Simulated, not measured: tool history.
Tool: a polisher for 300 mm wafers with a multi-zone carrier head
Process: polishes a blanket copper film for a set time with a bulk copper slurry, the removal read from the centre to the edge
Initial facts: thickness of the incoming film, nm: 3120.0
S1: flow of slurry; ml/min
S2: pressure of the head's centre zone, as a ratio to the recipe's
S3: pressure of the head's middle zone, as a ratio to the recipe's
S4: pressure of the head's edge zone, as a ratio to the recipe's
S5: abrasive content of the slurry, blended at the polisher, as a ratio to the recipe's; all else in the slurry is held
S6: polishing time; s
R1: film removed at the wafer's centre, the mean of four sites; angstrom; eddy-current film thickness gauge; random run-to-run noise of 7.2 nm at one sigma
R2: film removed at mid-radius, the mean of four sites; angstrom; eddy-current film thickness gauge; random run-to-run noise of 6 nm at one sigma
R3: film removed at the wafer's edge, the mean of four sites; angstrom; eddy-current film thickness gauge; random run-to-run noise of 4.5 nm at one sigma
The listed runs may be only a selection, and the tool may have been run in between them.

| run | hour | S1 | S2 | S3 | S4 | S5 | S6 | R1 | R2 | R3 |
|---|---|---|---|---|---|---|---|---|---|---|
| 1 | 0.0 | 185 | 1.00 | 1.00 | 1.00 | 1.00 | 62 | 4543.3 | 4457.9 | 4304.1 |
| 2 | 2.3 | 190 | 1.00 | 1.02 | 1.01 | 1.05 | 62 | 4571.6 | 4534.9 | 4393.0 |
| 3 | 8.7 | 190 | 1.07 | 1.02 | 1.01 | 1.05 | 62 | 4985.2 | 4566.3 | 4382.0 |
| 4 | 12.3 | 190 | 1.07 | 1.02 | 1.06 | 1.05 | 62 | 4972.2 | 4505.0 | 4530.3 |
| 5 | 20.0 | 190 | 1.07 | 1.02 | 1.00 | 1.05 | 62 | 4905.5 | 4531.2 | 4388.0 |
| 6 | 21.3 | 190 | 1.11 | 1.02 | 1.00 | 1.05 | 62 | 5061.1 | 4495.6 | 4304.8 |
| 7 | 22.4 | 195 | 1.09 | 1.05 | 1.01 | 1.05 | 62 | 5033.4 | 4569.8 | 4316.0 |
| 8 | 28.0 | 195 | 1.07 | 1.07 | 1.01 | 1.10 | 62 | 5017.8 | 4751.6 | 4380.1 |

Run 9, settings as shown, results not yet in. Your forecast:
| 9 | 28.6 | 240 | 0.97 | 1.17 | 1.09 | 1.20 | 62 | ? | ? | ? |

Run 9 produced R1 4947.9 angstrom, R2 5329.2 angstrom, R3 4785.7 angstrom.

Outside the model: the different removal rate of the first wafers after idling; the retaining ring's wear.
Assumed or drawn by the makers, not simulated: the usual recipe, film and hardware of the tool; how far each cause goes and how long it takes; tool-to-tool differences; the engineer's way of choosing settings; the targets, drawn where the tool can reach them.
